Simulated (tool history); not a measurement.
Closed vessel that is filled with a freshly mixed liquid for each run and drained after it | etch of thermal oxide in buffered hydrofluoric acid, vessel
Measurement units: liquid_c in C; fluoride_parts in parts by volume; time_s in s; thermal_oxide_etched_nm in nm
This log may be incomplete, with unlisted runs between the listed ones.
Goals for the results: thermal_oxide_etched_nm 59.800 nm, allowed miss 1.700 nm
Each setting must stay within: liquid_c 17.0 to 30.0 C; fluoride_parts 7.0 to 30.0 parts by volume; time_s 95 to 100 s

run,hour,liquid_c,fluoride_parts,time_s,thermal_oxide_etched_nm
1,0.0,22.0,19.0,95,48.916
2,9.0,22.0,21.0,95,45.244
3,10.1,23.5,21.0,95,48.864
4,15.5,24.5,21.0,95,51.798
5,23.5,25.5,21.0,95,54.919
6,30.0,23.0,21.0,95,47.933
7,38.5,24.5,21.0,95,51.763
8,41.8,25.5,21.0,95,54.713
9,44.5,26.0,21.0,95,56.267

Which single option among these 5 for the next run brings every result within its allowed miss of target? Just one does.
A,47.2,25.0,21.5,100,?
B,47.2,28.0,24.5,100,?
C,47.2,25.0,20.0,95,?
D,47.2,26.5,22.0,95,?
E,47.2,25.0,17.5,95,?

move,thermal_oxide_etched_nm
A,55.075
B,59.207
C,54.987
D,55.864
E,62.721
A: further off than the last run
B: hits every target within its allowed miss
C: further off than the last run
D: further off than the last run
E: carries the result that was furthest off beyond its target, to the other side
B meets every target.
